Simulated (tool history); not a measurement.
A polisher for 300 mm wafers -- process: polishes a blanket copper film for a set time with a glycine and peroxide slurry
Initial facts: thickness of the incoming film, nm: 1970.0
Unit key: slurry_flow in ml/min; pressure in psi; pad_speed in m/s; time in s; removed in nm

run	hour	slurry_flow	pressure	pad_speed	time	removed
1	0	145	2.8	0.76	33	133.44
2	1	145	2.8	0.6	33	111
3	2.9	145	2.8	0.6	30	100.9
4	3.8	145	2.8	0.68	30	112.52
5	11.7	155	3.3	0.68	30	126.26
# hour 19: head pressure recalibrated
6	19	155	3.3	0.52	30	110.64
7	20.4	165	3.6	0.58	30	131.33
8	22.6	180	3.8	0.6	30	141.94
9	29.3	185	4	0.62	30	153.44
10	37	190	4.1	0.64	30	161.1
11	39.4	195	4.2	0.66	30	167.15
12	42.3	195	4.2	0.66	30	170.26
13	44.9	200	4.3	0.66	30	170.32

Run 14 comes next. What will it give?
14	53.1	200	4.3	0.68	30	?

removed: 175.24 nm
